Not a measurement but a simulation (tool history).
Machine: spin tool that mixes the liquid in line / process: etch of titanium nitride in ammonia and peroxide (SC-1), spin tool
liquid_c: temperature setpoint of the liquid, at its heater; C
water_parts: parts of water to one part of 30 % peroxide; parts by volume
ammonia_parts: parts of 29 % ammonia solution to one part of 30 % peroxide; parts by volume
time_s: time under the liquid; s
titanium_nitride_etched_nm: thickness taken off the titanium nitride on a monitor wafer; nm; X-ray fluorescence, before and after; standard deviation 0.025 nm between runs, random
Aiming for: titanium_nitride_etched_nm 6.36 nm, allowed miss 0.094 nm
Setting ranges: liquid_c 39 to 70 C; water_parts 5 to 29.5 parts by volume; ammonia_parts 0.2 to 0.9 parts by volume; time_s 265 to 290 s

run,hour,liquid_c,water_parts,ammonia_parts,time_s,titanium_nitride_etched_nm
1,0,55,16.5,0.5,265,12.607
2,6.6,55,14,0.5,265,13.786
3,11.8,52.5,14,0.5,265,11.731
4,20.5,52.5,19,0.5,265,9.7861
5,25.5,52.5,19,0.35,265,9.1724
6,28.3,57,19,0.35,265,12.47
7,31.3,54,19,0.35,265,10.158
8,32.9,52,19,0.35,265,8.9001
9,39.6,50.5,19,0.35,265,8.0784
10,48.3,49.5,19,0.35,265,7.4348

5 candidate next runs follow, results not yet known. Just one meets every target within its allowed miss. Identify it.
A,57,45.5,16,0.7,265,?
B,57,51.5,19.5,0.45,290,?
C,57,47,14.5,0.55,290,?
D,57,46.5,20,0.35,285,?
E,57,49,16,0.4,290,?

move,titanium_nitride_etched_nm
A,6.9986
B,9.6635
C,8.6135
D,6.2889
E,8.8665
A: gains on the last run, yet a result remains outside its allowed miss
B: further off than the last run
C: further off than the last run
D: all results in spec
E: further off than the last run
Move D is the one to make.
